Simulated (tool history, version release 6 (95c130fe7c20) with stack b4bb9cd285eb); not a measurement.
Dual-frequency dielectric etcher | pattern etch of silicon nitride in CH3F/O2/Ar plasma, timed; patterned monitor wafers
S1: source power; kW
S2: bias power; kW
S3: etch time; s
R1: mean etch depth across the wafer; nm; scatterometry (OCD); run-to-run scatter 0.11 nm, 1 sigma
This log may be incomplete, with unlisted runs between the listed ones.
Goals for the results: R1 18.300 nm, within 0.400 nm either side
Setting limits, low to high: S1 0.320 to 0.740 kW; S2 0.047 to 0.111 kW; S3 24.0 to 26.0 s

run 1 hour=0.0 | S1=0.530 S2=0.079 S3=26.0 | R1=20.737
run 2 hour=2.9 | S1=0.530 S2=0.079 S3=26.0 | R1=20.951
run 3 hour=7.5 | S1=0.500 S2=0.078 S3=26.0 | R1=20.120
run 4 hour=9.1 | S1=0.480 S2=0.078 S3=26.0 | R1=19.974
run 5 hour=11.7 | S1=0.560 S2=0.078 S3=26.0 | R1=21.231
run 6 hour=13.9 | S1=0.520 S2=0.078 S3=26.0 | R1=20.841
run 7 hour=15.5 | S1=0.500 S2=0.077 S3=26.0 | R1=20.205
run 8 hour=24.4 | S1=0.480 S2=0.076 S3=26.0 | R1=19.643
run 9 hour=28.9 | S1=0.480 S2=0.076 S3=26.0 | R1=19.788

4 candidate next runs follow, results not yet known. Just one meets every target within its allowed miss. Identify it.
run A hour=33.4 | S1=0.500 S2=0.078 S3=24.5 | R1=?
run B hour=33.4 | S1=0.410 S2=0.081 S3=24.5 | R1=?
run C hour=33.4 | S1=0.490 S2=0.071 S3=25.5 | R1=?
run D hour=33.4 | S1=0.470 S2=0.081 S3=26.0 | R1=?

move=A R1=18.963
move=B R1=17.983
move=C R1=18.931
move=D R1=19.983
A: closes in on the targets versus the last run, not all within tolerance yet
B: every result within its allowed miss
C: closes in on the targets versus the last run, not all within tolerance yet
D: misses by more than the last run did
B meets every target.
